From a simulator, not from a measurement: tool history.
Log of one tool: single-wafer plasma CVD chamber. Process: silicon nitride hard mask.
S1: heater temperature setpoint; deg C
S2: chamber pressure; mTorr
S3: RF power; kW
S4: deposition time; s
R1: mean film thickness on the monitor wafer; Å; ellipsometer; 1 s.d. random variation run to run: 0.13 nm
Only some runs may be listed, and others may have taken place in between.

run	day	S1	S2	S3	S4	R1
1	0.000	410	1880	0.345	42.9	562.51
2	0.350	410	1720	0.335	42.8	531.13
3	0.412	410	1870	0.335	42.8	545.83
4	0.467	410	1710	0.330	42.8	521.14
5	0.692	410	1620	0.330	42.8	511.91
6	0.925	414	1620	0.330	42.8	512.27
7	1.204	414	1300	0.320	42.7	460.34
8	1.262	414	1350	0.320	42.7	466.41

What does the tool deliver on the next run?
9	1.567	414	1390	0.320	42.7	?

{"run 9": {"R1": 470.11}}
